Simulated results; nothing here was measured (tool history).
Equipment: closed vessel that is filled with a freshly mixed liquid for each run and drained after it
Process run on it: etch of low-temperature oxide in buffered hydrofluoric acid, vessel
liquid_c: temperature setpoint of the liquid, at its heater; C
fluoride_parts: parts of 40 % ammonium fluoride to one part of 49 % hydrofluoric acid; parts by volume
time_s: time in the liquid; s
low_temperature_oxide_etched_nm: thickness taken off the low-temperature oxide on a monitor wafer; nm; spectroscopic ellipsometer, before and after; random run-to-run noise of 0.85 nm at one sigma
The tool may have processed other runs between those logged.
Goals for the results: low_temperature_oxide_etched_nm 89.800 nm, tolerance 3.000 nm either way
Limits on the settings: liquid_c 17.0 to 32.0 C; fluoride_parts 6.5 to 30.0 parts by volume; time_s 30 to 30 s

| run | hour | liquid_c | fluoride_parts | time_s | low_temperature_oxide_etched_nm |
|---|---|---|---|---|---|
| 1 | 0.0 | 24.0 | 19.5 | 30 | 67.106 |
| 2 | 9.1 | 24.0 | 19.5 | 30 | 67.597 |
| 3 | 11.0 | 25.5 | 19.5 | 30 | 73.204 |
| 4 | 17.7 | 25.5 | 19.5 | 30 | 73.491 |
| 5 | 19.8 | 26.5 | 19.5 | 30 | 77.279 |
| 6 | 21.8 | 26.5 | 22.5 | 30 | 67.969 |
| 7 | 25.6 | 28.0 | 22.5 | 30 | 74.328 |
| 8 | 27.9 | 29.0 | 22.5 | 30 | 77.057 |
| 9 | 31.1 | 30.0 | 22.5 | 30 | 82.213 |
| 10 | 36.6 | 30.5 | 22.5 | 30 | 83.207 |
| 11 | 39.2 | 30.5 | 22.5 | 30 | 84.206 |
| 12 | 42.1 | 31.0 | 22.5 | 30 | 85.875 |

Of the 5 settings listed for the next run, only one would bring every result within its allowed miss of target. Which one?
| A | 45.0 | 31.0 | 19.5 | 30 | ? |
| B | 45.0 | 31.5 | 22.5 | 30 | ? |
| C | 45.0 | 32.0 | 27.0 | 30 | ? |
| D | 45.0 | 29.5 | 18.0 | 30 | ? |
| E | 45.0 | 32.0 | 21.0 | 30 | ? |

| move | low_temperature_oxide_etched_nm |
|---|---|
| A | 97.223 |
| B | 88.267 |
| C | 80.029 |
| D | 97.192 |
| E | 95.250 |
A: moves the result that the last run missed by most past its target, out the other side
B: every result lands within tolerance
C: misses by more than the last run did
D: moves the result that the last run missed by most past its target, out the other side
E: moves the result that the last run missed by most past its target, out the other side
So the answer is move B, the one that meets all the targets.

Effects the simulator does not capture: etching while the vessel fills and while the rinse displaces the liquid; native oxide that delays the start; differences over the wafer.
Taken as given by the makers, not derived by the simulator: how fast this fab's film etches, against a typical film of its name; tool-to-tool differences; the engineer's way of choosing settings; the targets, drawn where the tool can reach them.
